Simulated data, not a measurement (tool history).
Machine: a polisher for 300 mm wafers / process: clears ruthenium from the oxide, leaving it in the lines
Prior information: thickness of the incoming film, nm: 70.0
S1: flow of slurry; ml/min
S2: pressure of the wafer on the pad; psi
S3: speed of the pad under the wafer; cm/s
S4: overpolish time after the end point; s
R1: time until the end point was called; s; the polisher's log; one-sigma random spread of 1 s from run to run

{"run": 1, "hour": 0.0, "S1": 170, "S2": 1.3, "S3": 124, "S4": 5, "R1": 77.513}
{"run": 2, "hour": 7.8, "S1": 170, "S2": 1.3, "S3": 154, "S4": 5, "R1": 62.957}
{"run": 3, "hour": 8.7, "S1": 170, "S2": 1.4, "S3": 154, "S4": 5, "R1": 59.523}
{"run": 4, "hour": 17.7, "S1": 170, "S2": 1.4, "S3": 154, "S4": 5, "R1": 59.902}
{"run": 5, "hour": 19.3, "S1": 170, "S2": 1.5, "S3": 156, "S4": 5, "R1": 56.81}
{"run": 6, "hour": 24.1, "S1": 170, "S2": 1.5, "S3": 138, "S4": 5, "R1": 63.642}
{"run": 7, "hour": 29.4, "S1": 170, "S2": 1.6, "S3": 140, "S4": 5, "R1": 62.526}

Run 8 has not been measured yet. What should we expect?
{"run": 8, "hour": 35.0, "S1": 170, "S2": 1.6, "S3": 140, "S4": 5, "R1": "?"}

{"run 8": {"R1": 58.792}}

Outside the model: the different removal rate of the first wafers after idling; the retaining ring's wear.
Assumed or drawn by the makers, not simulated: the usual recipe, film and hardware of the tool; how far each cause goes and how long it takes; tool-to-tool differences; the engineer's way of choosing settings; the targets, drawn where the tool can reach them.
